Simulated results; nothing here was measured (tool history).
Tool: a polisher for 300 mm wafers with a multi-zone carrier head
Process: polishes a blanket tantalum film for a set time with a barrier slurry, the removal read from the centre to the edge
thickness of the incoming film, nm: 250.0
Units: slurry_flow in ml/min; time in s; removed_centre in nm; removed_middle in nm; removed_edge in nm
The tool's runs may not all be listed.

{"run": 1, "day": 0.0, "slurry_flow": 145, "centre_zone": 1, "middle_zone": 1, "edge_zone": 1, "slurry_solids": 1, "time": 38, "removed_centre": 42.25, "removed_middle": 45.721, "removed_edge": 43.103}
{"run": 2, "day": 0.196, "slurry_flow": 145, "centre_zone": 1, "middle_zone": 1, "edge_zone": 1, "slurry_solids": 1, "time": 46, "removed_centre": 53.183, "removed_middle": 54.883, "removed_edge": 52.573}
{"run": 3, "day": 0.396, "slurry_flow": 165, "centre_zone": 1, "middle_zone": 1, "edge_zone": 1, "slurry_solids": 1, "time": 46, "removed_centre": 53.892, "removed_middle": 56.419, "removed_edge": 53.457}
{"run": 4, "day": 0.725, "slurry_flow": 160, "centre_zone": 0.97, "middle_zone": 1, "edge_zone": 1, "slurry_solids": 1, "time": 46, "removed_centre": 51.325, "removed_middle": 55.51, "removed_edge": 52.678}
{"run": 5, "day": 0.862, "slurry_flow": 160, "centre_zone": 0.97, "middle_zone": 1, "edge_zone": 1, "slurry_solids": 0.9, "time": 46, "removed_centre": 49.101, "removed_middle": 53.426, "removed_edge": 50.203}
{"run": 6, "day": 1.212, "slurry_flow": 160, "centre_zone": 0.97, "middle_zone": 1, "edge_zone": 1, "slurry_solids": 0.8, "time": 46, "removed_centre": 45.884, "removed_middle": 50.333, "removed_edge": 47.062}
{"run": 7, "day": 1.3, "slurry_flow": 165, "centre_zone": 0.96, "middle_zone": 1.01, "edge_zone": 1.03, "slurry_solids": 0.8, "time": 46, "removed_centre": 46.705, "removed_middle": 50.62, "removed_edge": 48.043}
{"run": 8, "day": 1.562, "slurry_flow": 190, "centre_zone": 0.86, "middle_zone": 1.08, "edge_zone": 1.11, "slurry_solids": 0.9, "time": 46, "removed_centre": 46.503, "removed_middle": 58.966, "removed_edge": 54.845}

Run 9 comes next. What will it give?
{"run": 9, "day": 1.608, "slurry_flow": 185, "centre_zone": 0.87, "middle_zone": 1.07, "edge_zone": 1.1, "slurry_solids": 0.9, "time": 46, "removed_centre": "?", "removed_middle": "?", "removed_edge": "?"}

removed_centre: 45.227 nm
removed_middle: 58.624 nm
removed_edge: 53.173 nm
